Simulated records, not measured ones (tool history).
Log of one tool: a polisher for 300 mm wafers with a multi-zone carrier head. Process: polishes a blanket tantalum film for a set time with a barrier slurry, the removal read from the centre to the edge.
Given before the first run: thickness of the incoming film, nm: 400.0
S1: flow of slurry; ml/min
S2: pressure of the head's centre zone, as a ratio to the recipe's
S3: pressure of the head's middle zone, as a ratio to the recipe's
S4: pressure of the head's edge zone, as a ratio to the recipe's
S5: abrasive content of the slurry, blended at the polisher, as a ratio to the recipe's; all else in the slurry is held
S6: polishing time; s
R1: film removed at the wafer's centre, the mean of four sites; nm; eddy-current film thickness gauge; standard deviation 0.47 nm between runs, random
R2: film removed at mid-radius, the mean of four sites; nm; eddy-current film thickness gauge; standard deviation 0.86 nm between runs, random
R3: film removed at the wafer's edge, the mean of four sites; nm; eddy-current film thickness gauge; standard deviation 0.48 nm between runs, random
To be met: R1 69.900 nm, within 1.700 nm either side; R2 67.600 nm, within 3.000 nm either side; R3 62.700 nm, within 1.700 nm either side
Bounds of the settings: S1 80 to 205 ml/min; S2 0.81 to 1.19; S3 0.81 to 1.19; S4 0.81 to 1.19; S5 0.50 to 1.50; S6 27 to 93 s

Run 1, day 0.000: S1 135 ml/min, S2 1.00, S3 1.00, S4 1.00, S5 1.00, S6 59 s. Result: R1 96.230 nm, R2 98.243 nm, R3 98.720 nm.
Run 2, day 0.071: S1 135 ml/min, S2 1.00, S3 1.00, S4 1.00, S5 1.00, S6 67 s. Result: R1 110.170 nm, R2 112.000 nm, R3 111.730 nm.
Run 3, day 0.379: S1 135 ml/min, S2 1.01, S3 1.00, S4 0.98, S5 0.95, S6 64 s. Result: R1 103.840 nm, R2 104.290 nm, R3 104.720 nm.
Run 4, day 0.700: S1 135 ml/min, S2 1.02, S3 1.01, S4 0.96, S5 0.90, S6 61 s. Result: R1 98.798 nm, R2 99.289 nm, R3 96.420 nm.
Run 5, day 0.796: S1 135 ml/min, S2 1.02, S3 1.04, S4 0.96, S5 0.90, S6 61 s. Result: R1 98.434 nm, R2 103.140 nm, R3 96.305 nm.
Run 6, day 1.158: S1 135 ml/min, S2 1.02, S3 1.09, S4 0.96, S5 0.90, S6 61 s. Result: R1 98.983 nm, R2 107.030 nm, R3 97.203 nm.
Run 7, day 1.321: S1 135 ml/min, S2 1.02, S3 1.09, S4 0.96, S5 0.90, S6 61 s. Result: R1 99.201 nm, R2 105.080 nm, R3 95.588 nm.
Run 8, day 1.433: S1 135 ml/min, S2 1.03, S3 1.08, S4 0.95, S5 0.85, S6 59 s. Result: R1 93.747 nm, R2 98.810 nm, R3 92.176 nm.
Run 9, day 1.488: S1 135 ml/min, S2 1.04, S3 1.08, S4 0.93, S5 0.80, S6 57 s. Result: R1 90.741 nm, R2 93.732 nm, R3 87.147 nm.
Run 10, day 1.833: S1 120 ml/min, S2 1.06, S3 1.05, S4 0.83, S5 0.55, S6 44 s. Result: R1 59.195 nm, R2 60.025 nm, R3 53.657 nm.
Run 11, day 2.017: S1 120 ml/min, S2 1.06, S3 1.05, S4 0.83, S5 0.55, S6 44 s. Result: R1 58.729 nm, R2 59.027 nm, R3 53.759 nm.
Run 12, day 2.154: S1 130 ml/min, S2 1.06, S3 1.05, S4 0.84, S5 0.55, S6 44 s. Result: R1 59.600 nm, R2 59.495 nm, R3 54.381 nm.
Run 13, day 2.196: S1 135 ml/min, S2 1.07, S3 1.06, S4 0.86, S5 0.55, S6 44 s. Result: R1 60.546 nm, R2 61.941 nm, R3 55.342 nm.
Run 14, day 2.250: S1 140 ml/min, S2 1.08, S3 1.06, S4 0.88, S5 0.55, S6 44 s. Result: R1 61.571 nm, R2 62.603 nm, R3 54.947 nm.
Run 15, day 2.571: S1 140 ml/min, S2 1.09, S3 1.05, S4 0.90, S5 0.60, S6 44 s. Result: R1 64.791 nm, R2 64.060 nm, R3 57.889 nm.
Run 16, day 2.862: S1 145 ml/min, S2 1.09, S3 1.05, S4 0.92, S5 0.60, S6 44 s. Result: R1 65.332 nm, R2 62.546 nm, R3 58.348 nm.

Exactly one of the 5 candidate moves below puts every result within its allowed miss. Which one?
Run A, day 3.154: S1 185 ml/min, S2 1.08, S3 1.09, S4 0.87, S5 0.70, S6 46 s. Result: R1 ?, R2 ?, R3 ?.
Run B, day 3.154: S1 155 ml/min, S2 1.11, S3 1.08, S4 0.93, S5 0.60, S6 49 s. Result: R1 ?, R2 ?, R3 ?.
Run C, day 3.154: S1 170 ml/min, S2 1.10, S3 1.04, S4 0.91, S5 0.50, S6 51 s. Result: R1 ?, R2 ?, R3 ?.
Run D, day 3.154: S1 120 ml/min, S2 0.98, S3 1.08, S4 0.95, S5 0.80, S6 39 s. Result: R1 ?, R2 ?, R3 ?.
Run E, day 3.154: S1 125 ml/min, S2 0.94, S3 0.95, S4 1.09, S5 0.60, S6 47 s. Result: R1 ?, R2 ?, R3 ?.

move      R1      R2      R3
   A  73.628  76.252  66.626
   B  73.334  73.752  66.674
   C  69.971  68.764  63.459
   D  56.783  64.083  58.838
   E  58.833  62.247  66.209
A: the result that was furthest off in the last run now lies on the other side of its target
B: the result that was furthest off in the last run now lies on the other side of its target
C: every result within its allowed miss
D: moves away from the targets compared with the last run
E: moves away from the targets compared with the last run
C meets every target.
